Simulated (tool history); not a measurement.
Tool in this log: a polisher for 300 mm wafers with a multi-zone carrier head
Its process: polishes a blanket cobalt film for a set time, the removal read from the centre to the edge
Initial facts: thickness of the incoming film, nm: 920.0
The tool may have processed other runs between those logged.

run	hour	flow of slurry (ml/min)	pressure of the head's centre zone	pressure of the head's middle zone	pressure of the head's edge zone	polishing time (s)	film removed at the wafer's centre (angstrom)	film removed at mid-radius (angstrom)	film removed at the wafer's edge (angstrom)
1	0.0	200	1.00	1.00	1.00	49	1901.3	1903.0	1756.5
2	4.8	195	0.99	0.98	1.01	49	1854.2	1825.7	1801.0
3	9.4	195	0.99	0.90	1.01	49	1835.8	1729.1	1800.3
4	17.7	190	0.98	0.90	1.01	49	1833.4	1749.2	1812.0
5	23.0	190	1.01	0.90	1.01	49	1914.6	1735.5	1806.9
6	27.3	190	1.01	0.96	1.01	49	1904.7	1793.8	1767.5
7	32.1	185	1.00	0.95	1.01	49	1906.7	1808.8	1781.7
# hour 40.3: edge zone pressure recalibrated
8	40.3	185	0.99	0.94	1.01	49	1900.6	1809.4	1875.0
9	41.4	190	0.98	0.92	1.01	49	1856.6	1749.5	1886.1
10	47.4	195	0.97	0.92	1.00	48	1812.2	1701.6	1841.5
11	50.6	195	0.97	0.93	1.01	47	1784.8	1710.3	1831.9

What will run 12 give?
12	52.5	195	0.97	0.93	1.00	46	?	?	?

Run 12 measured film removed at the wafer's centre (angstrom) 1735.2, film removed at mid-radius (angstrom) 1656.5, film removed at the wafer's edge (angstrom) 1774.3.
